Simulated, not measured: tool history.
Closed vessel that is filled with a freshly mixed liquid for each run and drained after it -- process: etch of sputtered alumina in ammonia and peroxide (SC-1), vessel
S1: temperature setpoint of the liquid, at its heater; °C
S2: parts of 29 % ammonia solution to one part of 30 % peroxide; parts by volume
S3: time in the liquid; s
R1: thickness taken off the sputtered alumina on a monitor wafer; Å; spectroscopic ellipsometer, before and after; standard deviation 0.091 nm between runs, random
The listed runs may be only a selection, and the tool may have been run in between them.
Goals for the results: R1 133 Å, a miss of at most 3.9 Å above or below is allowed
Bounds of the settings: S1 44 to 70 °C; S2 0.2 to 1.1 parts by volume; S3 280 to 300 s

run	hour	S1	S2	S3	R1
1	0	60	0.6	280	211.85
2	5	62.5	0.6	280	237.52
3	13.5	60	0.6	280	210.4
4	18.9	58	0.6	280	187.38
5	21.2	58	0.7	280	192.89
6	28	58	0.7	280	193.67
7	29.8	56.5	0.7	280	178.03
8	31.9	55.5	0.7	280	169.11
9	39.4	54.5	0.7	280	159.52
10	47.3	54	0.7	280	154.85
11	56.1	53.5	0.7	280	150.87
12	61.8	53	0.7	280	145.77
13	65.3	52.5	0.7	280	141.48

Exactly one of the 4 candidate moves below puts every result within its allowed miss. Which one?
A	68.8	50	0.8	290	?
B	68.8	49	0.8	295	?
C	68.8	49	0.7	295	?
D	68.8	50	0.7	280	?

move	R1
A	130.71
B	125.83
C	124.24
D	124.61
A: each result inside its tolerance
B: carries the result that was furthest off beyond its target, to the other side
C: carries the result that was furthest off beyond its target, to the other side
D: carries the result that was furthest off beyond its target, to the other side
So the answer is move A, the one that meets all the targets.

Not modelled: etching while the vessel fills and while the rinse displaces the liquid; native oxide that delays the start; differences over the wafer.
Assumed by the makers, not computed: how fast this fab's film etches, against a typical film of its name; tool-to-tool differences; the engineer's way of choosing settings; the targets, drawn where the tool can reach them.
